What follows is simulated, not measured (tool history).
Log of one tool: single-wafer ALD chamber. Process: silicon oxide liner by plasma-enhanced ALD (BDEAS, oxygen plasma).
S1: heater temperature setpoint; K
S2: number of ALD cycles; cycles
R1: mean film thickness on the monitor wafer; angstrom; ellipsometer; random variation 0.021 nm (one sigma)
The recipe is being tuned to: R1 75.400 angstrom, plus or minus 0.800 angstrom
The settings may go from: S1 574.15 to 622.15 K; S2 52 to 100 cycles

run 1 day=0.000 | S1=598.15 S2=76 | R1=69.057
run 2 day=0.192 | S1=597.15 S2=77 | R1=69.882
run 3 day=0.267 | S1=603.15 S2=77 | R1=68.995
run 4 day=0.371 | S1=603.15 S2=73 | R1=65.653
run 5 day=0.417 | S1=598.15 S2=73 | R1=66.287
run 6 day=0.542 | S1=598.15 S2=64 | R1=58.027
run 7 day=0.875 | S1=597.15 S2=66 | R1=59.692
run 8 day=1.142 | S1=596.15 S2=68 | R1=61.778
run 9 day=1.321 | S1=595.15 S2=69 | R1=63.115
run 10 day=1.550 | S1=593.15 S2=70 | R1=64.004
run 11 day=1.621 | S1=592.15 S2=71 | R1=64.821
run 12 day=1.738 | S1=591.15 S2=72 | R1=65.911
run 13 day=1.983 | S1=590.15 S2=73 | R1=66.934
run 14 day=2.279 | S1=589.15 S2=74 | R1=68.290
run 15 day=2.533 | S1=588.15 S2=75 | R1=69.082
run 16 day=2.842 | S1=584.15 S2=83 | R1=76.719

Which of these 5 next moves meets every target?
run A day=3.150 | S1=592.15 S2=84 | R1=?
run B day=3.150 | S1=583.15 S2=84 | R1=?
run C day=3.150 | S1=581.15 S2=84 | R1=?
run D day=3.150 | S1=583.15 S2=86 | R1=?
run E day=3.150 | S1=582.15 S2=81 | R1=?

move=A R1=76.710
move=B R1=77.839
move=C R1=78.090
move=D R1=79.692
move=E R1=75.180
A: roughly where the last run was
B: further off than the last run
C: further off than the last run
D: further off than the last run
E: all results in spec
Go with E: it meets all targets.

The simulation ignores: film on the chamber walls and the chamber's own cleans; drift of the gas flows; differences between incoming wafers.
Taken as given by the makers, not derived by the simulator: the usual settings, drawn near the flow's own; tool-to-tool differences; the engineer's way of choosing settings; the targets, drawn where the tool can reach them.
